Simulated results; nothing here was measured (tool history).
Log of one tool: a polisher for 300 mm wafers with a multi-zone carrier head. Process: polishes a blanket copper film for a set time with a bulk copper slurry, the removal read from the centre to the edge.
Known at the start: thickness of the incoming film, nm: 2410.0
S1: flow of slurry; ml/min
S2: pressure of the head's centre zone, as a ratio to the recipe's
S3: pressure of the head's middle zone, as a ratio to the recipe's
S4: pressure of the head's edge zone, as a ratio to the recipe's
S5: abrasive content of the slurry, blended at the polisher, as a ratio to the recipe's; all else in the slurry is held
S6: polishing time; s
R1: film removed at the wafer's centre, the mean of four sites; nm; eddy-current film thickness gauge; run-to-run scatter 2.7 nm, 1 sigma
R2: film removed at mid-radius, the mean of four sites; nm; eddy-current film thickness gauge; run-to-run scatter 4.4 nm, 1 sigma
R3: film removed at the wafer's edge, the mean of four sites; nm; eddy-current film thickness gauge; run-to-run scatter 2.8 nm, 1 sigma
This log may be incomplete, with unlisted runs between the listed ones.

run	hour	S1	S2	S3	S4	S5	S6	R1	R2	R3
1	0	285	1	1	1	1	46	222.59	221.76	222.4
2	7.5	290	1.02	1.01	1.04	1.15	48	244.78	243.89	247.17
3	9.1	295	1.05	1.02	1.08	1.25	49	258.46	260.43	261.85
4	13.6	295	1.05	1.02	1.08	1.25	38	204.48	199.86	199.87
5	21.1	295	1.05	1.02	1.08	1.15	38	196.25	191.72	196.78
6	25.7	300	1.07	1.02	1.11	1.25	43	232.62	225.16	231.4
7	33.4	305	1.09	1.02	1.13	1.35	46	263.08	243.56	252.98

Estimate the outcome of run 8 from the log above:
8	40.3	305	1.09	1.03	1.14	1.4	48	?	?	?

Run 8 gave R1 277.96 nm, R2 250.48 nm, R3 268.27 nm.
